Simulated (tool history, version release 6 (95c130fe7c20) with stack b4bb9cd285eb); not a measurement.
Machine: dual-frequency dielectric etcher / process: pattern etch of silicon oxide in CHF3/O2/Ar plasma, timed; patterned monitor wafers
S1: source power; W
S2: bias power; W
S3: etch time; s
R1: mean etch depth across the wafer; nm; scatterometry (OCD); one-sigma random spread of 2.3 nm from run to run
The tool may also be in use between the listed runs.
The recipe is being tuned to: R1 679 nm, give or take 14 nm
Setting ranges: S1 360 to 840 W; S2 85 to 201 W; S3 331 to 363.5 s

run,hour,S1,S2,S3,R1
1,0,600,143,363.5,757.73
2,6.1,640,143,363.5,775.4
3,8.8,560,143,363.5,725.64
4,11.1,540,142,363.5,715.13
5,12.3,530,141,363.5,703.88
6,13.8,530,141,331,640.28
7,15.4,620,146,332,706.95
8,18.7,610,145,332,699.95

Pick the move, out of 5, that brings all results within their allowed miss; only one does.
A,22,640,143,337,?
B,22,610,123,344.5,?
C,22,500,168,350,?
D,22,510,157,356.5,?
E,22,600,141,349,?

move,R1
A,726.77
B,684.11
C,708.86
D,710.14
E,724.69
A: its largest miss is bigger than the last run's
B: hits every target within its allowed miss
C: its largest miss is bigger than the last run's
D: its largest miss is bigger than the last run's
E: its largest miss is bigger than the last run's
B is the move that brings every result within its allowed miss.
